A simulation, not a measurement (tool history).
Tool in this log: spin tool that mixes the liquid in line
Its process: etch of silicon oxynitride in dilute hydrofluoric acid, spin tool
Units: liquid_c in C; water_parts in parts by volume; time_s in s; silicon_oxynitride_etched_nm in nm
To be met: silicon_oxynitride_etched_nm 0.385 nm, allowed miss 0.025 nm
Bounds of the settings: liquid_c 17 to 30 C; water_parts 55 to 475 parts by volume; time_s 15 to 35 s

run 1 hour=0 | liquid_c=22 water_parts=265 time_s=35 | silicon_oxynitride_etched_nm=0.28391
run 2 hour=4.3 | liquid_c=20 water_parts=265 time_s=35 | silicon_oxynitride_etched_nm=0.25274
run 3 hour=5.6 | liquid_c=21.5 water_parts=260 time_s=35 | silicon_oxynitride_etched_nm=0.28244
run 4 hour=9.5 | liquid_c=19.5 water_parts=260 time_s=35 | silicon_oxynitride_etched_nm=0.25238
run 5 hour=10.4 | liquid_c=21 water_parts=255 time_s=35 | silicon_oxynitride_etched_nm=0.28681
run 6 hour=14.9 | liquid_c=22 water_parts=250 time_s=35 | silicon_oxynitride_etched_nm=0.30417
run 7 hour=22.8 | liquid_c=23 water_parts=245 time_s=35 | silicon_oxynitride_etched_nm=0.32777
run 8 hour=28.7 | liquid_c=23.5 water_parts=245 time_s=35 | silicon_oxynitride_etched_nm=0.33285
run 9 hour=31.1 | liquid_c=24 water_parts=245 time_s=35 | silicon_oxynitride_etched_nm=0.3365
run 10 hour=39.3 | liquid_c=24.5 water_parts=240 time_s=35 | silicon_oxynitride_etched_nm=0.34186

Below are 5 possible settings for the next run. Only one of them brings all results inside the allowed miss of their targets. Which is it?
run A hour=47.5 | liquid_c=26.5 water_parts=310 time_s=35 | silicon_oxynitride_etched_nm=?
run B hour=47.5 | liquid_c=25 water_parts=255 time_s=35 | silicon_oxynitride_etched_nm=?
run C hour=47.5 | liquid_c=25.5 water_parts=235 time_s=35 | silicon_oxynitride_etched_nm=?
run D hour=47.5 | liquid_c=25 water_parts=250 time_s=35 | silicon_oxynitride_etched_nm=?
run E hour=47.5 | liquid_c=23 water_parts=235 time_s=35 | silicon_oxynitride_etched_nm=?

move=A silicon_oxynitride_etched_nm=0.2764
move=B silicon_oxynitride_etched_nm=0.32845
move=C silicon_oxynitride_etched_nm=0.3696
move=D silicon_oxynitride_etched_nm=0.33625
move=E silicon_oxynitride_etched_nm=0.33139
A: further off than the last run
B: further off than the last run
C: all results land within tolerance of their targets
D: further off than the last run
E: further off than the last run
Answer: C
